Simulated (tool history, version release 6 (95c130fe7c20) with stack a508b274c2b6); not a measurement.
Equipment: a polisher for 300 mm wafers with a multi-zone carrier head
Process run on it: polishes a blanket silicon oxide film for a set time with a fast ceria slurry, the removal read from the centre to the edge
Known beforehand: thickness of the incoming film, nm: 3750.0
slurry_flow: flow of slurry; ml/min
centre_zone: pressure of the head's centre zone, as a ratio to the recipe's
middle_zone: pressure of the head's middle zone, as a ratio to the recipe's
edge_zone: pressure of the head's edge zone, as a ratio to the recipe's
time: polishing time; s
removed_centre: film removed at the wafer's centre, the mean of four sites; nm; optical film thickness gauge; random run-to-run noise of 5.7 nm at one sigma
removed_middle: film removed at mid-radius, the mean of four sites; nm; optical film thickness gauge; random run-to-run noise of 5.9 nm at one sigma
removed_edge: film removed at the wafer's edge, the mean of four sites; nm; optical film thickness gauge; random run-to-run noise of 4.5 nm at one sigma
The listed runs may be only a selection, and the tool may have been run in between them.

run	hour	slurry_flow	centre_zone	middle_zone	edge_zone	time	removed_centre	removed_middle	removed_edge
1	0.0	165	1.00	1.00	1.00	70	943.81	910.99	937.51
2	2.7	165	1.00	1.00	1.00	63	878.51	822.74	829.33
3	9.5	165	1.00	1.00	0.91	63	863.76	834.47	817.72
4	10.2	165	1.00	1.00	0.85	63	844.38	833.99	779.86
5	18.2	150	0.97	0.95	0.84	55	707.91	669.22	678.65
6	24.8	150	0.97	1.03	0.84	55	717.01	739.37	675.21
7	29.0	135	0.96	0.99	0.83	49	608.03	608.45	594.64
8	33.1	130	0.96	0.97	0.83	45	549.29	550.60	541.60
9	33.7	125	0.96	0.94	0.83	43	525.24	515.39	504.72
10	38.3	120	0.95	0.91	0.84	42	509.97	480.12	494.42

Run 11 has not been measured yet. What should we expect?
11	44.9	115	0.94	0.89	0.84	41	?	?	?

removed_centre: 479.96 nm
removed_middle: 454.10 nm
removed_edge: 485.73 nm
